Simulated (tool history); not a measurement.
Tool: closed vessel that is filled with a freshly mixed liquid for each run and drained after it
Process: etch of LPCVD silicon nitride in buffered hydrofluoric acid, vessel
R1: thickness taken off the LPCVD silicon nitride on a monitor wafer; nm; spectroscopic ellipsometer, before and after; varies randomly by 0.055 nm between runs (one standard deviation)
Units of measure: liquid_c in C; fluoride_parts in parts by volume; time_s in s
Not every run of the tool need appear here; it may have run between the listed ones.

Run 1, day 0: liquid_c 21 C, fluoride_parts 21.5 parts by volume, time_s 1035 s. Result: R1 5.9005 nm.
Run 2, day 0.1: liquid_c 22 C, fluoride_parts 21.5 parts by volume, time_s 1035 s. Result: R1 6.3739 nm.
Run 3, day 0.3: liquid_c 22.5 C, fluoride_parts 21.5 parts by volume, time_s 1035 s. Result: R1 6.4517 nm.
Run 4, day 0.342: liquid_c 23.5 C, fluoride_parts 21.5 parts by volume, time_s 1035 s. Result: R1 6.8303 nm.
Run 5, day 0.5: liquid_c 23.5 C, fluoride_parts 21.5 parts by volume, time_s 830 s. Result: R1 5.487 nm.
Run 6, day 0.683: liquid_c 23.5 C, fluoride_parts 21.5 parts by volume, time_s 1035 s. Result: R1 6.8332 nm.
Run 7, day 0.821: liquid_c 24 C, fluoride_parts 21.5 parts by volume, time_s 1035 s. Result: R1 7.0644 nm.

For run 8, what comes out?
Run 8, day 1.083: liquid_c 24.5 C, fluoride_parts 21.5 parts by volume, time_s 1035 s. Result: R1 ?.

Run 8 came out at R1 7.1601 nm.
